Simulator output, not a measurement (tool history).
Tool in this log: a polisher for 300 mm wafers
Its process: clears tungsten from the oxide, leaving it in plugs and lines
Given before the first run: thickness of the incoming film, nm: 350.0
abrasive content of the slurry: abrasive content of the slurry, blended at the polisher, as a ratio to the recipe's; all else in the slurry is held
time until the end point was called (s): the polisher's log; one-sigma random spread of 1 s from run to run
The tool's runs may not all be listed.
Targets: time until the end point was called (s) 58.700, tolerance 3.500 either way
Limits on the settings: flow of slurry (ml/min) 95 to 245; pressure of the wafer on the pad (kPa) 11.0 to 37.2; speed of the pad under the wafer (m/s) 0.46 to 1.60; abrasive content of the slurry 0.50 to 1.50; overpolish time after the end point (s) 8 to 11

run	day	flow of slurry (ml/min)	pressure of the wafer on the pad (kPa)	speed of the pad under the wafer (m/s)	abrasive content of the slurry	overpolish time after the end point (s)	time until the end point was called (s)
1	0.000	155	24.1	1.02	1.00	11	84.921
2	0.104	130	24.1	1.02	1.00	11	87.112
3	0.188	130	24.1	1.02	1.10	11	87.431
4	0.346	130	24.1	1.02	1.25	11	83.161
5	0.529	130	26.9	1.04	1.25	11	76.120
6	0.646	130	26.9	1.24	1.25	11	64.969
7	1.012	130	27.6	1.24	1.25	11	66.057
8	1.283	130	27.6	1.24	1.25	11	63.668
9	1.604	130	28.3	1.24	1.25	11	64.038

Which one of the following 5 next-run settings gets every result inside its allowed miss? There is exactly one.
A	1.925	110	32.4	1.04	1.30	11	?
B	1.925	170	25.5	1.48	1.05	11	?
C	1.925	115	28.3	1.10	1.15	11	?
D	1.925	100	31.7	1.12	1.00	8	?
E	1.925	135	26.2	1.26	1.20	8	?

move	time until the end point was called (s)
A	66.547
B	59.856
C	72.540
D	67.367
E	67.278
A: its largest miss is bigger than the last run's
B: all results in spec
C: its largest miss is bigger than the last run's
D: its largest miss is bigger than the last run's
E: its largest miss is bigger than the last run's
Go with B: it meets all targets.
